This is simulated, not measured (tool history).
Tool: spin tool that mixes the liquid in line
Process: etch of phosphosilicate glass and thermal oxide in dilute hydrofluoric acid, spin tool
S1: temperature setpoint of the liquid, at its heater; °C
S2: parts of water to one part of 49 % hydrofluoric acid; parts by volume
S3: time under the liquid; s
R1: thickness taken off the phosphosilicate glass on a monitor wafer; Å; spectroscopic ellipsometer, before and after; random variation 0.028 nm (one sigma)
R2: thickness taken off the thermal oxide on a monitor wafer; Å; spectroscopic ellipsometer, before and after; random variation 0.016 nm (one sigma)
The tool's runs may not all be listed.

{"run": 1, "day": 0.0, "S1": 23, "S2": 200, "S3": 35, "R1": 126.48, "R2": 7.4908}
{"run": 2, "day": 0.2, "S1": 21.5, "S2": 220, "S3": 35, "R1": 106.42, "R2": 6.3795}
{"run": 3, "day": 0.512, "S1": 21.5, "S2": 255, "S3": 35, "R1": 88.42, "R2": 5.2823}
{"run": 4, "day": 0.658, "S1": 21.5, "S2": 225, "S3": 35, "R1": 103.63, "R2": 6.16}
{"run": 5, "day": 0.838, "S1": 20.5, "S2": 240, "S3": 35, "R1": 92.433, "R2": 5.7628}
{"run": 6, "day": 0.958, "S1": 20, "S2": 255, "S3": 35, "R1": 84.012, "R2": 4.9687}
{"run": 7, "day": 1.254, "S1": 19.5, "S2": 265, "S3": 35, "R1": 78.855, "R2": 4.5316}
{"run": 8, "day": 1.275, "S1": 19, "S2": 275, "S3": 35, "R1": 74.377, "R2": 4.6036}

The next listed run, before its measurement:
{"run": 9, "day": 1.429, "S1": 18.5, "S2": 285, "S3": 35, "R1": "?", "R2": "?"}

{"run 9": {"R1": 68.825, "R2": 4.2121}}

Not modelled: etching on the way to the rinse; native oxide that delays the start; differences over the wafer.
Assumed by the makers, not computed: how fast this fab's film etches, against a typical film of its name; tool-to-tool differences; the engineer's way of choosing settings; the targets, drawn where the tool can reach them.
